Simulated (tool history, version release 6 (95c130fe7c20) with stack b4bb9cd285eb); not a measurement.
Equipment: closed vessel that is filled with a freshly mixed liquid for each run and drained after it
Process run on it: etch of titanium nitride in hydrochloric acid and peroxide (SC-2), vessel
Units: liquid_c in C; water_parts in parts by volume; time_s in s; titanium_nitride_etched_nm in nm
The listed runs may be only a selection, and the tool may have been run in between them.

run	hour	liquid_c	water_parts	time_s	titanium_nitride_etched_nm
1	0.0	55.0	10	150	6.8810
2	2.5	55.0	10	150	6.7941
3	5.9	50.5	10	150	5.0797
4	11.0	51.0	10	150	5.2914
5	17.5	51.0	8	150	6.3317
# hour 25.3: new drum of peroxide connected
6	25.3	51.0	8	160	7.1777

Run 7 comes next. What will it give?
7	33.1	50.5	8	160	?

titanium_nitride_etched_nm: 6.9218 nm
